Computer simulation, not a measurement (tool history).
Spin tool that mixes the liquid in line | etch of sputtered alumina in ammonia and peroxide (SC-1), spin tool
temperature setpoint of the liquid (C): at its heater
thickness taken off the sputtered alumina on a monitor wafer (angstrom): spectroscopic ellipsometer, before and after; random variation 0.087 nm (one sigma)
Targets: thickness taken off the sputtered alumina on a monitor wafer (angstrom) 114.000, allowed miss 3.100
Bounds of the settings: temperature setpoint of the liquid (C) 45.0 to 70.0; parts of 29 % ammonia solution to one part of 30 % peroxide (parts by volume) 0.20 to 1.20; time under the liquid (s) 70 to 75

run,day,temperature setpoint of the liquid (C),parts of 29 % ammonia solution to one part of 30 % peroxide (parts by volume),time under the liquid (s),thickness taken off the sputtered alumina on a monitor wafer (angstrom)
1,0.000,61.0,1.00,70,75.638
2,0.279,61.0,1.20,70,76.473
3,0.388,61.0,1.20,75,83.786
4,0.725,63.0,1.20,75,92.197
5,0.900,63.0,1.05,75,91.105
6,1.046,63.0,1.20,75,91.563
7,1.125,64.5,1.20,75,99.319
8,1.283,65.5,1.20,75,102.020
9,1.342,66.5,1.20,75,107.070

Which of these 4 next moves meets every target?
A,1.400,68.0,0.90,75,?
B,1.400,64.0,1.20,75,?
C,1.400,67.5,0.95,70,?
D,1.400,67.0,1.15,70,?

move,thickness taken off the sputtered alumina on a monitor wafer (angstrom)
A,115.480
B,97.431
C,105.720
D,105.050
A: meets every target
B: further off than the last run
C: further off than the last run
D: further off than the last run
Move A is the one to make.
